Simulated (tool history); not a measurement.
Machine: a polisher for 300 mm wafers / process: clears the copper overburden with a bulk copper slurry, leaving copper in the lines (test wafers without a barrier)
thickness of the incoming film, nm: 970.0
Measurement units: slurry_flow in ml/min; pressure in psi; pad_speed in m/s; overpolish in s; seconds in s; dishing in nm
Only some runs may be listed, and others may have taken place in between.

{"run": 1, "hour": 0.0, "slurry_flow": 285, "pressure": 2.5, "pad_speed": 1.12, "slurry_solids": 1.0, "overpolish": 14, "seconds": 127.79, "dishing": 50.471}
{"run": 2, "hour": 3.9, "slurry_flow": 285, "pressure": 2.2, "pad_speed": 1.04, "slurry_solids": 1.0, "overpolish": 12, "seconds": 155.17, "dishing": 40.067}
{"run": 3, "hour": 7.0, "slurry_flow": 290, "pressure": 2.0, "pad_speed": 0.96, "slurry_solids": 1.05, "overpolish": 10, "seconds": 177.12, "dishing": 30.911}
{"run": 4, "hour": 11.9, "slurry_flow": 325, "pressure": 1.8, "pad_speed": 0.9, "slurry_solids": 1.15, "overpolish": 9, "seconds": 199.6, "dishing": 25.965}
{"run": 5, "hour": 16.2, "slurry_flow": 350, "pressure": 1.8, "pad_speed": 0.9, "slurry_solids": 1.15, "overpolish": 9, "seconds": 199.98, "dishing": 26.081}
{"run": 6, "hour": 22.3, "slurry_flow": 350, "pressure": 1.8, "pad_speed": 0.9, "slurry_solids": 1.15, "overpolish": 4, "seconds": 199.44, "dishing": 12.96}
{"run": 7, "hour": 31.2, "slurry_flow": 350, "pressure": 1.1, "pad_speed": 0.98, "slurry_solids": 1.15, "overpolish": 4, "seconds": 293.52, "dishing": 8.5245}
{"run": 8, "hour": 34.2, "slurry_flow": 350, "pressure": 1.2, "pad_speed": 0.98, "slurry_solids": 1.15, "overpolish": 4, "seconds": 271.59, "dishing": 9.5441}

For run 9, what comes out?
{"run": 9, "hour": 38.7, "slurry_flow": 350, "pressure": 1.3, "pad_speed": 0.98, "slurry_solids": 1.15, "overpolish": 4, "seconds": "?", "dishing": "?"}

seconds: 256.85 s
dishing: 10.1450 nm
